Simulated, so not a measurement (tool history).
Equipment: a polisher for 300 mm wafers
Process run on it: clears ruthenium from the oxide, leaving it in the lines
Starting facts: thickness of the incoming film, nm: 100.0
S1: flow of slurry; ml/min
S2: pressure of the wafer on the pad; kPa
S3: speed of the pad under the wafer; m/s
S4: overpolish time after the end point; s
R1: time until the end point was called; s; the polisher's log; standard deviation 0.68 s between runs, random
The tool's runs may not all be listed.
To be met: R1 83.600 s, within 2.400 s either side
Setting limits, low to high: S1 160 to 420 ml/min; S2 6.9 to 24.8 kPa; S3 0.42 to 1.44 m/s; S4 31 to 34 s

run,hour,S1,S2,S3,S4,R1
1,0.0,270,15.9,0.92,31,67.292
2,7.7,270,13.1,0.92,31,81.241
3,12.6,265,13.1,0.92,31,81.061
4,18.9,265,13.1,0.92,31,80.945
5,27.3,265,13.1,0.76,31,95.644
6,33.4,320,13.1,0.76,31,94.002
7,35.9,320,13.8,0.76,31,88.454
8,41.2,320,13.8,0.76,31,88.901
9,43.1,325,13.8,0.76,31,89.295

Pick the move, out of 5, that brings all results within their allowed miss; only one does.
A,45.0,320,15.2,0.82,31,?
B,45.0,295,15.2,0.68,34,?
C,45.0,330,12.4,0.92,34,?
D,45.0,260,15.2,0.68,32,?
E,45.0,380,19.3,0.58,32,?

move,R1
A,77.082
B,90.794
C,84.528
D,91.545
E,80.615
A: pushes the last run's worst result past its target
B: lands further from the targets than the last run did
C: all results in spec
D: lands further from the targets than the last run did
E: pushes the last run's worst result past its target
Answer: C
